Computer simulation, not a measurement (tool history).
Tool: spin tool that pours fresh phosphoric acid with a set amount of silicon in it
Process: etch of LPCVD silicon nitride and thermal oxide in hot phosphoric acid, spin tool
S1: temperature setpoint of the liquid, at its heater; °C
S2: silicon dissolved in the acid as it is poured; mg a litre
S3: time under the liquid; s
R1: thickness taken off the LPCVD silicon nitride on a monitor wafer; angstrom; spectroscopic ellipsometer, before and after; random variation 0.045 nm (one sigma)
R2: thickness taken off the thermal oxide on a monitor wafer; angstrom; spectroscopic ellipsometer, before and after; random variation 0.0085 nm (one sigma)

| run | hour | S1 | S2 | S3 | R1 | R2 |
|---|---|---|---|---|---|---|
| 1 | 0.0 | 162.0 | 9.5 | 180 | 164.100 | 4.79100 |
| 2 | 7.1 | 161.0 | 10.0 | 150 | 130.360 | 3.73990 |
| 3 | 13.2 | 160.5 | 11.5 | 125 | 108.260 | 2.72430 |
| 4 | 22.1 | 159.0 | 11.5 | 125 | 100.530 | 2.44200 |
| 5 | 28.6 | 159.0 | 16.5 | 125 | 102.390 | 2.39410 |
| 6 | 32.4 | 159.0 | 20.5 | 125 | 102.410 | 2.04830 |
| 7 | 34.9 | 158.5 | 18.5 | 105 | 84.117 | 1.74050 |
| 8 | 43.2 | 157.0 | 12.5 | 25 | 19.454 | 0.44810 |
| 9 | 51.3 | 159.5 | 14.0 | 20 | 16.503 | 0.40301 |

Forecast run 10:
| 10 | 56.0 | 159.5 | 14.0 | 30 | ? | ? |

Run 10 gave R1 25.234 angstrom, R2 0.67460 angstrom.

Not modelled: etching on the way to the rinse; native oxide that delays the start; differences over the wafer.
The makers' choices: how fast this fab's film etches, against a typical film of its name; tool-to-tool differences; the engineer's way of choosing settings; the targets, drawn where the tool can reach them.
